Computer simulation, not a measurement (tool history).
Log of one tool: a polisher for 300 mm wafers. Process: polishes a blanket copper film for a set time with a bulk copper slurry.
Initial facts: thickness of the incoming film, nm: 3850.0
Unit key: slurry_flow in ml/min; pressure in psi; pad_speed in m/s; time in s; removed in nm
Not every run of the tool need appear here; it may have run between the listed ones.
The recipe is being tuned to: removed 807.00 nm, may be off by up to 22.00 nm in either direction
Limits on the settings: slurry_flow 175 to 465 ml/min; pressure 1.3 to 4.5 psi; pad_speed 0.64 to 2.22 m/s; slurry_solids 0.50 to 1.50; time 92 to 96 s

{"run": 1, "hour": 0.0, "slurry_flow": 295, "pressure": 2.9, "pad_speed": 1.42, "slurry_solids": 1.0, "time": 92, "removed": 1473.9}
{"run": 2, "hour": 2.7, "slurry_flow": 295, "pressure": 2.9, "pad_speed": 1.42, "slurry_solids": 0.9, "time": 92, "removed": 1453.1}
{"run": 3, "hour": 7.3, "slurry_flow": 295, "pressure": 2.9, "pad_speed": 1.6, "slurry_solids": 0.9, "time": 92, "removed": 1633.8}
{"run": 4, "hour": 12.5, "slurry_flow": 295, "pressure": 2.9, "pad_speed": 1.6, "slurry_solids": 0.75, "time": 92, "removed": 1560.4}
{"run": 5, "hour": 17.6, "slurry_flow": 295, "pressure": 2.9, "pad_speed": 1.6, "slurry_solids": 0.75, "time": 92, "removed": 1574.6}
{"run": 6, "hour": 22.7, "slurry_flow": 295, "pressure": 2.7, "pad_speed": 1.58, "slurry_solids": 0.75, "time": 92, "removed": 1459.6}
{"run": 7, "hour": 26.8, "slurry_flow": 295, "pressure": 2.5, "pad_speed": 1.54, "slurry_solids": 0.75, "time": 92, "removed": 1303.4}
{"run": 8, "hour": 32.5, "slurry_flow": 295, "pressure": 2.3, "pad_speed": 1.54, "slurry_solids": 0.75, "time": 92, "removed": 1207.6}
{"run": 9, "hour": 39.0, "slurry_flow": 290, "pressure": 1.5, "pad_speed": 1.48, "slurry_solids": 0.75, "time": 92, "removed": 764.54}

Which of these 5 next moves meets every target?
{"run": "A", "hour": 45.5, "slurry_flow": 370, "pressure": 1.7, "pad_speed": 1.14, "slurry_solids": 0.95, "time": 92, "removed": "?"}
{"run": "B", "hour": 45.5, "slurry_flow": 280, "pressure": 1.5, "pad_speed": 1.4, "slurry_solids": 0.85, "time": 92, "removed": "?"}
{"run": "C", "hour": 45.5, "slurry_flow": 250, "pressure": 1.7, "pad_speed": 1.22, "slurry_solids": 0.65, "time": 92, "removed": "?"}
{"run": "D", "hour": 45.5, "slurry_flow": 280, "pressure": 1.3, "pad_speed": 1.58, "slurry_solids": 0.85, "time": 92, "removed": "?"}
{"run": "E", "hour": 45.5, "slurry_flow": 285, "pressure": 1.8, "pad_speed": 1.26, "slurry_solids": 0.9, "time": 92, "removed": "?"}

move=A removed=729.80
move=B removed=756.64
move=C removed=705.48
move=D removed=743.90
move=E removed=821.54
A: the biggest miss grows against the last run
B: the biggest miss grows against the last run
C: the biggest miss grows against the last run
D: the biggest miss grows against the last run
E: each result inside its tolerance
E is the move that brings every result within its allowed miss.
